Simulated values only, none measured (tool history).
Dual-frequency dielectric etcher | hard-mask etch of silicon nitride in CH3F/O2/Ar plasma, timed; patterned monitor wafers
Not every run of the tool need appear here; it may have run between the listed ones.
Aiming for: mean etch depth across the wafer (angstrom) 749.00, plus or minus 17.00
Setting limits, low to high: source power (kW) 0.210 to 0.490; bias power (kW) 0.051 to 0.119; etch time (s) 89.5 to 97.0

run  hour  source power (kW)  bias power (kW)  etch time (s)  mean etch depth across the wafer (angstrom)
  1   0.0              0.350            0.085           97.0                                       656.28
  2   4.7              0.350            0.071           97.0                                       627.06
  3  12.2              0.400            0.071           97.0                                       677.02
  4  15.2              0.410            0.072           97.0                                       688.00
  5  21.0              0.450            0.072           97.0                                       722.14
  6  26.2              0.390            0.072           97.0                                       668.44
  7  27.1              0.400            0.073           97.0                                       681.44
  8  30.6              0.410            0.074           97.0                                       691.03
  9  35.8              0.420            0.075           97.0                                       701.43
 10  39.5              0.430            0.075           97.0                                       711.59
 11  43.9              0.440            0.075           97.0                                       720.65

Exercise: of the 5 proposed moves below, exactly one satisfies all targets within the stated allowed misses. Which move is it?
  A  48.3              0.430            0.075           97.0                                            ?
  B  48.3              0.480            0.087           93.0                                            ?
  C  48.3              0.420            0.080           96.0                                            ?
  D  48.3              0.430            0.084           93.0                                            ?
  E  48.3              0.440            0.078           93.5                                            ?

move  mean etch depth across the wafer (angstrom)
   A                                       711.12
   B                                       746.36
   C                                       705.59
   D                                       699.95
   E                                       699.88
A: its largest miss is bigger than the last run's
B: all results in spec
C: its largest miss is bigger than the last run's
D: its largest miss is bigger than the last run's
E: its largest miss is bigger than the last run's
B is the move that brings every result within its allowed miss.
